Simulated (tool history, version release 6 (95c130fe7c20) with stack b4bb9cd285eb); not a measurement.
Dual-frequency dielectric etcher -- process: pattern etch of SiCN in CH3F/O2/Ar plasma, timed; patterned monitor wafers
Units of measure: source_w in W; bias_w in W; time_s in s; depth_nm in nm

{"run": 1, "day": 0.0, "source_w": 420, "bias_w": 73, "time_s": 68.0, "depth_nm": 27.221}
{"run": 2, "day": 0.175, "source_w": 380, "bias_w": 73, "time_s": 68.0, "depth_nm": 25.952}
{"run": 3, "day": 0.312, "source_w": 420, "bias_w": 76, "time_s": 68.0, "depth_nm": 27.191}
{"run": 4, "day": 0.342, "source_w": 420, "bias_w": 76, "time_s": 68.0, "depth_nm": 27.392}
{"run": 5, "day": 0.496, "source_w": 450, "bias_w": 79, "time_s": 68.5, "depth_nm": 28.882}
{"run": 6, "day": 0.65, "source_w": 450, "bias_w": 66, "time_s": 68.5, "depth_nm": 27.505}
{"run": 7, "day": 0.808, "source_w": 480, "bias_w": 70, "time_s": 69.0, "depth_nm": 29.03}

What does the tool deliver on the next run?
{"run": 8, "day": 1.138, "source_w": 500, "bias_w": 72, "time_s": 69.5, "depth_nm": "?"}

Run 8 came out at depth_nm 29.941 nm.
